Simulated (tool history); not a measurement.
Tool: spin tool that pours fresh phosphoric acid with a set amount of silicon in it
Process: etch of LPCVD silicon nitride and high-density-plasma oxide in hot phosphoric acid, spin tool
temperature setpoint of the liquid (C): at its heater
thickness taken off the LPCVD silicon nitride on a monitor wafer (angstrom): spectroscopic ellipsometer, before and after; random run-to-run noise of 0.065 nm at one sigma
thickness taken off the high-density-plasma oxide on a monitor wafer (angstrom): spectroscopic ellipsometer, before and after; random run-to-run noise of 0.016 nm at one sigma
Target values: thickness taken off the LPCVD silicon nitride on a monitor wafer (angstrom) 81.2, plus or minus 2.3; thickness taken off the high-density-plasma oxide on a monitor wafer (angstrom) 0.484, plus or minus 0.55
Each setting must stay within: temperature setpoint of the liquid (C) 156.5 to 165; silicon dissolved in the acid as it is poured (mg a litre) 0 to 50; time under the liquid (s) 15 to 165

run	day	temperature setpoint of the liquid (C)	silicon dissolved in the acid as it is poured (mg a litre)	time under the liquid (s)	thickness taken off the LPCVD silicon nitride on a monitor wafer (angstrom)	thickness taken off the high-density-plasma oxide on a monitor wafer (angstrom)
1	0	160	23	85	67.749	0.96521
2	0.229	160	11	85	66.505	0.83082
3	0.417	160.5	10.5	85	68.335	1.4951
4	0.562	160.5	10.5	70	56.353	0.82742
5	0.662	160.5	22.5	70	56.729	0.60276
6	1.008	160.5	31.5	70	57.124	0.33459
7	1.117	161	32	75	63.163	0.6639
8	1.192	161.5	36	80	66.705	0.69848
9	1.458	161.5	39	85	70.433	0.33642
10	1.517	162	38.5	85	71.928	0.40064
11	1.829	162.5	38	85	73.2	0.59438
12	1.912	163.5	50	95	85.551	0.1944
13	2.196	163.5	50	95	85.879	0.34957
14	2.304	163.5	48	95	83.586	0.40163
15	2.538	163.5	47	95	86.017	0.43309
16	2.579	162	42.5	90	76.852	0.4075

Which single option among these 4 for the next run brings every result within its allowed miss of target? Just one does.
A	2.621	163.5	41.5	90	?	?
B	2.621	161	39.5	90	?	?
C	2.621	163.5	31.5	80	?	?
D	2.621	163.5	0	95	?	?

move	thickness taken off the LPCVD silicon nitride on a monitor wafer (angstrom)	thickness taken off the high-density-plasma oxide on a monitor wafer (angstrom)
A	81.117	0.62465
B	74.649	0.59705
C	72.104	0.96654
D	85.623	2.6863
A: hits every target within its allowed miss
B: misses by more than the last run did
C: misses by more than the last run did
D: moves the result that the last run missed by most past its target, out the other side
The right move is A.
